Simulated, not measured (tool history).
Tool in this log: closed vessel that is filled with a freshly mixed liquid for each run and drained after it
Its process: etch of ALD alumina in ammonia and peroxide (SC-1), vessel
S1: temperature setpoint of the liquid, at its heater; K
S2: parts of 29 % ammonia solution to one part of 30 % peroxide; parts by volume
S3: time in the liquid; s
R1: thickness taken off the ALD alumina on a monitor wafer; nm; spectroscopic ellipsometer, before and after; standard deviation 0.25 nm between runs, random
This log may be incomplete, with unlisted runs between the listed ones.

{"run": 1, "hour": 0.0, "S1": 330.15, "S2": 0.85, "S3": 285, "R1": 20.836}
{"run": 2, "hour": 4.2, "S1": 332.65, "S2": 0.85, "S3": 285, "R1": 23.874}
{"run": 3, "hour": 13.1, "S1": 329.65, "S2": 0.85, "S3": 285, "R1": 20.305}
{"run": 4, "hour": 18.5, "S1": 326.15, "S2": 0.85, "S3": 285, "R1": 16.88}
{"run": 5, "hour": 19.3, "S1": 326.15, "S2": 0.85, "S3": 285, "R1": 16.947}
{"run": 6, "hour": 22.7, "S1": 326.15, "S2": 0.85, "S3": 285, "R1": 16.893}
{"run": 7, "hour": 26.2, "S1": 334.15, "S2": 0.9, "S3": 285, "R1": 25.586}
{"hour": 34.6, "done": "new drum of ammonia solution connected"}
{"run": 8, "hour": 34.6, "S1": 335.65, "S2": 0.9, "S3": 285, "R1": 28.407}
{"run": 9, "hour": 40.7, "S1": 336.15, "S2": 0.9, "S3": 285, "R1": 29.178}
{"run": 10, "hour": 46.9, "S1": 336.65, "S2": 0.9, "S3": 285, "R1": 29.546}
{"run": 11, "hour": 49.7, "S1": 336.65, "S2": 0.9, "S3": 285, "R1": 29.537}

Run 12 has not been measured yet. What should we expect?
{"run": 12, "hour": 54.7, "S1": 337.15, "S2": 0.9, "S3": 285, "R1": "?"}

R1: 30.64 nm
